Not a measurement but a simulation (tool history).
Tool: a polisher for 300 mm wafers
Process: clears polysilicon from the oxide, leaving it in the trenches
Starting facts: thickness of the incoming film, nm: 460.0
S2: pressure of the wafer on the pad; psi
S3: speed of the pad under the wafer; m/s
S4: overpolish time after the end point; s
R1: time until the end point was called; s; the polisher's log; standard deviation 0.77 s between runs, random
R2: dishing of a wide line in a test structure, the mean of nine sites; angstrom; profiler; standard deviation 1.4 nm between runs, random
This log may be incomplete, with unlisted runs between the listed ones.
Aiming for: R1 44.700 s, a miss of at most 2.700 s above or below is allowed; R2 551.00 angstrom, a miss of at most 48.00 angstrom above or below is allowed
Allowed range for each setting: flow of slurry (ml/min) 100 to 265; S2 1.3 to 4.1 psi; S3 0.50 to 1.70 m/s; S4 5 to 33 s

Run 1, hour 0.0: flow of slurry (ml/min) 170, S2 2.7 psi, S3 1.10 m/s, S4 17 s. Result: R1 31.881 s, R2 546.75 angstrom.
Run 2, hour 3.4: flow of slurry (ml/min) 170, S2 2.7 psi, S3 1.10 m/s, S4 12 s. Result: R1 31.955 s, R2 529.07 angstrom.
Run 3, hour 11.1: flow of slurry (ml/min) 170, S2 2.7 psi, S3 0.92 m/s, S4 12 s. Result: R1 38.405 s, R2 512.33 angstrom.
Run 4, hour 18.3: flow of slurry (ml/min) 170, S2 2.7 psi, S3 0.92 m/s, S4 6 s. Result: R1 37.332 s, R2 402.72 angstrom.
Run 5, hour 19.1: flow of slurry (ml/min) 170, S2 3.3 psi, S3 0.92 m/s, S4 6 s. Result: R1 31.103 s, R2 435.71 angstrom.
Run 6, hour 22.4: flow of slurry (ml/min) 130, S2 3.3 psi, S3 0.92 m/s, S4 6 s. Result: R1 32.385 s, R2 439.09 angstrom.
Run 7, hour 29.8: flow of slurry (ml/min) 130, S2 3.1 psi, S3 0.90 m/s, S4 9 s. Result: R1 36.208 s, R2 490.55 angstrom.
Run 8, hour 35.0: flow of slurry (ml/min) 125, S2 3.0 psi, S3 0.90 m/s, S4 10 s. Result: R1 37.200 s, R2 513.35 angstrom.
Run 9, hour 35.7: flow of slurry (ml/min) 125, S2 2.9 psi, S3 0.90 m/s, S4 11 s. Result: R1 37.614 s, R2 510.11 angstrom.
Run 10, hour 42.4: flow of slurry (ml/min) 125, S2 2.8 psi, S3 0.90 m/s, S4 12 s. Result: R1 38.594 s, R2 531.74 angstrom.
Run 11, hour 50.9: flow of slurry (ml/min) 125, S2 2.7 psi, S3 0.90 m/s, S4 12 s. Result: R1 39.751 s, R2 486.96 angstrom.
Run 12, hour 56.0: flow of slurry (ml/min) 125, S2 2.7 psi, S3 0.88 m/s, S4 14 s. Result: R1 41.280 s, R2 511.04 angstrom.
Run 13, hour 59.8: flow of slurry (ml/min) 120, S2 2.7 psi, S3 0.88 m/s, S4 15 s. Result: R1 42.249 s, R2 537.90 angstrom.

4 next moves are on the table. One of them brings every result within its allowed miss. Which?
Run A, hour 63.6: flow of slurry (ml/min) 100, S2 3.5 psi, S3 0.72 m/s, S4 22 s. Result: R1 ?, R2 ?.
Run B, hour 63.6: flow of slurry (ml/min) 120, S2 2.4 psi, S3 0.92 m/s, S4 20 s. Result: R1 ?, R2 ?.
Run C, hour 63.6: flow of slurry (ml/min) 110, S2 2.4 psi, S3 0.84 m/s, S4 11 s. Result: R1 ?, R2 ?.
Run D, hour 63.6: flow of slurry (ml/min) 120, S2 2.4 psi, S3 1.08 m/s, S4 18 s. Result: R1 ?, R2 ?.

move      R1      R2
   A  39.442  537.48
   B  44.097  531.08
   C  48.590  465.15
   D  37.763  533.03
A: its largest miss is bigger than the last run's
B: hits every target within its allowed miss
C: takes the result that was furthest off past its target
D: its largest miss is bigger than the last run's
Correct choice: B, which meets every target

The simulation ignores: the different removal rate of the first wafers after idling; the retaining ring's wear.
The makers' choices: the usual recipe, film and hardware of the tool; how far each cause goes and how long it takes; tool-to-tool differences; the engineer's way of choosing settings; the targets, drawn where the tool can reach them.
